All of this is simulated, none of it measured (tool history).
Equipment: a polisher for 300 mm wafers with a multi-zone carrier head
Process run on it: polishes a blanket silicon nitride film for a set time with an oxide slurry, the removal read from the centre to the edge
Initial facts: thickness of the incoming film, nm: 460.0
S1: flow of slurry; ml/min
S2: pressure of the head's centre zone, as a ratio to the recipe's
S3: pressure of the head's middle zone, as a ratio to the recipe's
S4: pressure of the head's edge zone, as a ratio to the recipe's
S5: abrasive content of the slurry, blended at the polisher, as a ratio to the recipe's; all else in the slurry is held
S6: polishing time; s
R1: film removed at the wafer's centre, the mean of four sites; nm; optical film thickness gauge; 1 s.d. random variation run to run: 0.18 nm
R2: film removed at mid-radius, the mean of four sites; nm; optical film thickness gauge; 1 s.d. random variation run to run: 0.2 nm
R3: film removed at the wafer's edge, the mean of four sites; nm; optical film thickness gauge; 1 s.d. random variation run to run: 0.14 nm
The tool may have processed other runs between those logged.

run 1 hour=0 | S1=180 S2=1 S3=1 S4=1 S5=1 S6=59 | R1=21.215 R2=21.342 R3=22.177
run 2 hour=5.1 | S1=175 S2=1 S3=0.98 S4=0.96 S5=0.9 S6=59 | R1=19.868 R2=19.625 R3=20.081
run 3 hour=6.3 | S1=175 S2=1 S3=0.98 S4=0.96 S5=0.9 S6=72 | R1=24.756 R2=23.416 R3=24.875
run 4 hour=8.7 | S1=175 S2=1 S3=0.94 S4=0.96 S5=0.9 S6=72 | R1=24.246 R2=22.584 R3=24.348
run 5 hour=15.3 | S1=170 S2=0.98 S3=0.92 S4=0.92 S5=0.8 S6=72 | R1=21.846 R2=21.017 R3=22.32
run 6 hour=19.8 | S1=165 S2=0.98 S3=0.9 S4=0.89 S5=0.7 S6=72 | R1=20.138 R2=18.053 R3=20.207
run 7 hour=23 | S1=170 S2=0.97 S3=0.92 S4=0.87 S5=0.65 S6=71 | R1=18.418 R2=17.768 R3=18.739
run 8 hour=28.6 | S1=165 S2=0.98 S3=0.92 S4=0.85 S5=0.65 S6=71 | R1=18.7 R2=17.53 R3=18.543
run 9 hour=29.5 | S1=160 S2=0.98 S3=0.92 S4=0.84 S5=0.65 S6=71 | R1=18.41 R2=17.086 R3=18.038
run 10 hour=33.1 | S1=150 S2=0.98 S3=0.93 S4=0.83 S5=0.65 S6=71 | R1=18.198 R2=17.253 R3=18.036
run 11 hour=41.6 | S1=150 S2=0.99 S3=0.93 S4=0.81 S5=0.55 S6=71 | R1=15.994 R2=15.009 R3=15.21
run 12 hour=46.4 | S1=165 S2=0.98 S3=0.92 S4=0.82 S5=0.55 S6=71 | R1=15.909 R2=15.062 R3=15.788
run 13 hour=52.1 | S1=165 S2=0.99 S3=0.93 S4=0.84 S5=0.55 S6=71 | R1=16.242 R2=15.447 R3=15.844
run 14 hour=52.6 | S1=170 S2=0.99 S3=0.93 S4=0.85 S5=0.55 S6=71 | R1=16.38 R2=15.379 R3=15.91

Run 15 is up next; what results do you expect?
run 15 hour=53.3 | S1=210 S2=0.99 S3=0.96 S4=0.92 S5=0.6 S6=71 | R1=? R2=? R3=?

R1: 18.29 nm
R2: 17.615 nm
R3: 18.124 nm
